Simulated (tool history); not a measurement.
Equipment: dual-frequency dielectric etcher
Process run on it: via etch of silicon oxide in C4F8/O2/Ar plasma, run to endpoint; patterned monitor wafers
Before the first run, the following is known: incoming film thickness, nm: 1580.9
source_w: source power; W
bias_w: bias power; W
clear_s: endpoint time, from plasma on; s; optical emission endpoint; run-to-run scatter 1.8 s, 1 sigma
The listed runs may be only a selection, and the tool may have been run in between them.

{"run": 1, "hour": 0.0, "source_w": 1490, "bias_w": 1551, "clear_s": 334.45}
{"run": 2, "hour": 8.8, "source_w": 1580, "bias_w": 1551, "clear_s": 329.63}
{"run": 3, "hour": 13.7, "source_w": 1670, "bias_w": 1618, "clear_s": 318.09}
{"run": 4, "hour": 17.0, "source_w": 1670, "bias_w": 1798, "clear_s": 306.88}
{"hour": 19.5, "done": "source power generator calibrated"}
{"run": 5, "hour": 19.5, "source_w": 1730, "bias_w": 1817, "clear_s": 297.78}
{"run": 6, "hour": 22.5, "source_w": 1760, "bias_w": 1826, "clear_s": 294.96}
{"run": 7, "hour": 23.5, "source_w": 1790, "bias_w": 1833, "clear_s": 294.54}

Forecast run 8:
{"run": 8, "hour": 26.2, "source_w": 1790, "bias_w": 1833, "clear_s": "?"}

{"run 8": {"clear_s": 294.5}}

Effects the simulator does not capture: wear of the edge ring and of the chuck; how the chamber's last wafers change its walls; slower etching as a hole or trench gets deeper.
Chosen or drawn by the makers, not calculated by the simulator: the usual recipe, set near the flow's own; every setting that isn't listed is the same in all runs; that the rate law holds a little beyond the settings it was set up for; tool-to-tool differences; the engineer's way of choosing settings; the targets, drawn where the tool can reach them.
